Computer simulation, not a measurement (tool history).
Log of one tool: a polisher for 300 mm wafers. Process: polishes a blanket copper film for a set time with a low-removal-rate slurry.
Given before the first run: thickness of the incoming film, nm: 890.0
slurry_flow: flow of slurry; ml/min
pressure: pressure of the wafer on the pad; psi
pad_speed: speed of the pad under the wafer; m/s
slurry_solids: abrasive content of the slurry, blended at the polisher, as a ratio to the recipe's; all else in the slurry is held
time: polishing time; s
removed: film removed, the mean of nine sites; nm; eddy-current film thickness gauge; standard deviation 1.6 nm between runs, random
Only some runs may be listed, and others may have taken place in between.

| run | day | slurry_flow | pressure | pad_speed | slurry_solids | time | removed |
|---|---|---|---|---|---|---|---|
| 1 | 0.000 | 155 | 1.9 | 1.26 | 1.00 | 106 | 253.83 |
| 2 | 0.129 | 155 | 1.9 | 1.26 | 0.85 | 106 | 251.09 |
| 3 | 0.404 | 155 | 1.6 | 1.26 | 0.85 | 106 | 206.58 |
| 4 | 0.529 | 155 | 1.4 | 1.26 | 0.85 | 106 | 187.60 |
| 5 | 0.862 | 170 | 1.4 | 1.26 | 0.85 | 106 | 188.87 |
| 6 | 1.112 | 150 | 1.4 | 1.26 | 0.85 | 106 | 182.09 |
| 7 | 1.150 | 145 | 1.3 | 1.26 | 0.85 | 106 | 170.54 |
| 8 | 1.508 | 140 | 1.2 | 1.26 | 0.85 | 106 | 156.54 |

Run 9, settings as shown, results not yet in. Your forecast:
| 9 | 1.812 | 120 | 0.9 | 1.26 | 0.85 | 106 | ? |

{"run 9": {"removed": 116.59}}

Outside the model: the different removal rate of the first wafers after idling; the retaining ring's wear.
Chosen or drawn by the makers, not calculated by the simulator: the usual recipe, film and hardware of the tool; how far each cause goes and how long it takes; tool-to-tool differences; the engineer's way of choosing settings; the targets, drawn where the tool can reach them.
